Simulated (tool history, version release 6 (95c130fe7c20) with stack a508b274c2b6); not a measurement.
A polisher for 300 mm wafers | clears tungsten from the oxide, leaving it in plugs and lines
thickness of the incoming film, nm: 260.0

run  hour  flow of slurry (ml/min)  pressure of the wafer on the pad (psi)  speed of the pad under the wafer (m/s)  abrasive content of the slurry  overpolish time after the end point (s)  time until the end point was called (s)
  1   0.0                      205                                     4.1                                    1.22                            1.00                                       16                                   35.854
  2   1.2                      235                                     4.1                                    1.22                            1.00                                       16                                   35.194
  3   3.4                      235                                     3.9                                    1.22                            1.00                                       16                                   37.498
  4   4.6                      235                                     3.9                                    1.22                            1.15                                       16                                   35.921
  5  11.6                      235                                     3.7                                    1.22                            1.15                                       16                                   37.732
  6  15.9                      235                                     3.5                                    1.22                            1.15                                       16                                   39.471
  7  17.7                      235                                     3.3                                    1.22                            1.15                                       16                                   42.187

Run 8 has not been measured yet. What should we expect?
  8  25.7                      225                                     2.2                                    1.20                            1.15                                       16                                        ?

time until the end point was called (s): 60.809
